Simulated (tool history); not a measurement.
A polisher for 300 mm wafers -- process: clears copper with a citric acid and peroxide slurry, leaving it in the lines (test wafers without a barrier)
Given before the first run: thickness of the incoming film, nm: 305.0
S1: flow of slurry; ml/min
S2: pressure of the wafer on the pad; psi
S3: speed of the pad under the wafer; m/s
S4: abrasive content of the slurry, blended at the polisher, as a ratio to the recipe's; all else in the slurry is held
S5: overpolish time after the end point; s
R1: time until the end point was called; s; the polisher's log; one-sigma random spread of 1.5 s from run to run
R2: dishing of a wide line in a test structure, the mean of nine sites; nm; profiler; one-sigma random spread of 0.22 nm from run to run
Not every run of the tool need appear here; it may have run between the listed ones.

run,hour,S1,S2,S3,S4,S5,R1,R2
1,0.0,305,2.8,1.18,1.00,13,131.23,23.842
2,3.5,305,2.8,1.18,1.10,13,126.97,24.948
3,5.2,305,2.9,1.22,0.95,11,122.61,21.171
4,12.0,290,3.0,1.26,0.85,9,114.99,18.894
5,18.6,265,3.1,1.28,0.75,8,116.65,16.921
6,21.6,265,3.1,1.28,0.75,10,115.76,20.491
7,29.1,315,3.1,1.32,0.70,9,113.10,18.452
8,34.5,350,3.1,1.36,0.65,8,109.81,17.289
9,37.8,380,3.1,1.40,0.60,7,108.27,15.149
10,45.5,380,3.1,1.40,0.60,7,104.99,15.151

What will run 11 give?
11,46.7,400,3.0,1.46,0.60,6,?,?

{"run 11": {"R1": 108.09, "R2": 13.704}}
